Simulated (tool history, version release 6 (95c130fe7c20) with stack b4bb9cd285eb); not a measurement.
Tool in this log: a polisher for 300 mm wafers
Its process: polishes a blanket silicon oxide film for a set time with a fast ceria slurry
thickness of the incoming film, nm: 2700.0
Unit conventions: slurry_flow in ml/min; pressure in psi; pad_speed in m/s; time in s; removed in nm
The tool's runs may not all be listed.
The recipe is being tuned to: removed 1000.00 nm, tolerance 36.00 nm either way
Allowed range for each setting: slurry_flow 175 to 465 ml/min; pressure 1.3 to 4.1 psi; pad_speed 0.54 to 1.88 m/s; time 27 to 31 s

run 1 hour=0.0 | slurry_flow=295 pressure=2.7 pad_speed=1.20 time=31 | removed=558.89
run 2 hour=8.6 | slurry_flow=295 pressure=3.1 pad_speed=1.22 time=31 | removed=612.81
run 3 hour=17.3 | slurry_flow=295 pressure=3.1 pad_speed=1.22 time=31 | removed=611.31
run 4 hour=19.6 | slurry_flow=300 pressure=3.4 pad_speed=1.32 time=31 | removed=712.74
run 5 hour=27.2 | slurry_flow=230 pressure=3.4 pad_speed=1.32 time=31 | removed=692.19
run 6 hour=35.0 | slurry_flow=230 pressure=3.2 pad_speed=1.32 time=31 | removed=650.00
run 7 hour=36.7 | slurry_flow=250 pressure=3.5 pad_speed=1.38 time=31 | removed=732.52
run 8 hour=45.6 | slurry_flow=260 pressure=3.7 pad_speed=1.44 time=31 | removed=798.69
run 9 hour=53.3 | slurry_flow=265 pressure=3.8 pad_speed=1.50 time=31 | removed=862.12
run 10 hour=57.4 | slurry_flow=270 pressure=3.9 pad_speed=1.52 time=31 | removed=900.15
run 11 hour=65.7 | slurry_flow=275 pressure=4.0 pad_speed=1.54 time=31 | removed=909.38
run 12 hour=69.9 | slurry_flow=275 pressure=4.0 pad_speed=1.58 time=31 | removed=933.49

5 candidate next runs follow, results not yet known. Just one meets every target within its allowed miss. Identify it.
run A hour=74.1 | slurry_flow=340 pressure=4.0 pad_speed=1.64 time=29 | removed=?
run B hour=74.1 | slurry_flow=255 pressure=3.8 pad_speed=1.68 time=31 | removed=?
run C hour=74.1 | slurry_flow=265 pressure=4.1 pad_speed=1.58 time=29 | removed=?
run D hour=74.1 | slurry_flow=280 pressure=4.1 pad_speed=1.76 time=30 | removed=?
run E hour=74.1 | slurry_flow=285 pressure=3.3 pad_speed=1.78 time=28 | removed=?

move=A removed=907.86
move=B removed=939.54
move=C removed=875.09
move=D removed=1009.30
move=E removed=824.36
A: lands further from the targets than the last run did
B: nearer than the last run, and not there yet
C: lands further from the targets than the last run did
D: each result inside its tolerance
E: lands further from the targets than the last run did
Answer: D
